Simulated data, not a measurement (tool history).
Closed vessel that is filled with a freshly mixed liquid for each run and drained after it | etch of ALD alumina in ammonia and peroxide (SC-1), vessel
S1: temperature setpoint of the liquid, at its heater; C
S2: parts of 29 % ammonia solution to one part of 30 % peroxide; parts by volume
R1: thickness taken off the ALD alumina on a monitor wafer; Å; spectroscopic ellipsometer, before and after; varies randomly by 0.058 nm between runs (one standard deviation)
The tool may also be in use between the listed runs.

run 1 hour=0.0 | S1=47.0 S2=0.50 time_in_the_liquid_(s)=485 | R1=236.23
run 2 hour=7.8 | S1=46.0 S2=0.50 time_in_the_liquid_(s)=485 | R1=223.23
run 3 hour=13.7 | S1=46.0 S2=0.50 time_in_the_liquid_(s)=520 | R1=239.34
run 4 hour=21.3 | S1=53.0 S2=0.50 time_in_the_liquid_(s)=520 | R1=351.88
run 5 hour=23.9 | S1=53.0 S2=0.35 time_in_the_liquid_(s)=520 | R1=337.85
run 6 hour=31.4 | S1=51.0 S2=0.35 time_in_the_liquid_(s)=515 | R1=302.80
run 7 hour=39.1 | S1=43.0 S2=0.20 time_in_the_liquid_(s)=485 | R1=171.91
run 8 hour=41.5 | S1=42.5 S2=0.20 time_in_the_liquid_(s)=485 | R1=165.75
run 9 hour=44.9 | S1=42.0 S2=0.20 time_in_the_liquid_(s)=485 | R1=162.23
run 10 hour=49.2 | S1=41.5 S2=0.20 time_in_the_liquid_(s)=485 | R1=157.16
run 11 hour=58.1 | S1=41.0 S2=0.20 time_in_the_liquid_(s)=485 | R1=151.96

Forecast run 12:
run 12 hour=65.0 | S1=41.0 S2=0.20 time_in_the_liquid_(s)=485 | R1=?

{"run 12": {"R1": 153.41}}
